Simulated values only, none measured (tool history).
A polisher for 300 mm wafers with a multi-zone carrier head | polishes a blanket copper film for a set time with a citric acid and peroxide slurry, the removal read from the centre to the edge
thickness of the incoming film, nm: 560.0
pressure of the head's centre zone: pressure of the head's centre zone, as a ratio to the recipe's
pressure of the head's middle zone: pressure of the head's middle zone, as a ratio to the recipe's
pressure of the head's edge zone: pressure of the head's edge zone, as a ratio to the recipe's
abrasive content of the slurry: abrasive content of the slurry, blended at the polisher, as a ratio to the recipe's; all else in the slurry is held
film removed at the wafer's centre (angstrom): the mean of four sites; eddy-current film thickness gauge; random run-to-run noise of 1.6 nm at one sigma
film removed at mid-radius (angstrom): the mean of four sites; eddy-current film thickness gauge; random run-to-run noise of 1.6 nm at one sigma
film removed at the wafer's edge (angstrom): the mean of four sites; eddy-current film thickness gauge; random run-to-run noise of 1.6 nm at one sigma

run	day	flow of slurry (ml/min)	pressure of the head's centre zone	pressure of the head's middle zone	pressure of the head's edge zone	abrasive content of the slurry	polishing time (s)	film removed at the wafer's centre (angstrom)	film removed at mid-radius (angstrom)	film removed at the wafer's edge (angstrom)
1	0	130	1	1	1	1	35	836.2	852.54	828.66
2	0.317	130	1.03	1	1	1	35	871.57	834.6	815.19
3	0.517	160	1.03	1	1	1	35	913.25	890.16	847.68
4	0.771	160	1.03	0.97	1	1	35	915.34	863.86	858.56
5	0.967	135	1.03	0.97	1	1	35	857.7	845.26	812.45
6	0.996	135	1.02	0.99	0.99	1.05	36	893.93	861.33	846.03
7	1.225	140	1.01	1.01	1	1.05	37	892.81	931.73	881.1
8	1.454	140	1.01	1.01	1	1.05	37	914.8	934.81	858.59
9	1.521	145	1	1	1.01	1.05	38	927.53	947.44	929.26
10	1.583	150	1	1.01	1.02	1.1	39	963.09	989.97	945.83

The next listed run, before its measurement:
11	1.792	155	1	1.02	1.03	1.1	40	?	?	?

{"run 11": {"film removed at the wafer's centre (angstrom)": 1000.6, "film removed at mid-radius (angstrom)": 1016, "film removed at the wafer's edge (angstrom)": 973.91}}
